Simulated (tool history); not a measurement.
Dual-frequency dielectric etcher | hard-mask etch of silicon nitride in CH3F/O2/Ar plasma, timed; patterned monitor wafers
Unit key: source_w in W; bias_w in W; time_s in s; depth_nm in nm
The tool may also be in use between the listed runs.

| run | hour | source_w | bias_w | time_s | depth_nm |
|---|---|---|---|---|---|
| 1 | 0 | 310 | 80 | 197 | 129.8 |
| 2 | 6.2 | 340 | 80 | 197 | 134.49 |
| 3 | 7.4 | 310 | 77 | 197 | 126.96 |
| 4 | 15.8 | 280 | 77 | 197 | 121.85 |
| 5 | 19.3 | 280 | 77 | 197 | 123.13 |
| 6 | 20.5 | 320 | 77 | 197 | 128.08 |

For run 7, what comes out?
| 7 | 24 | 290 | 75 | 197 | ? |

For run 7 the tool returned depth_nm 122.66 nm.
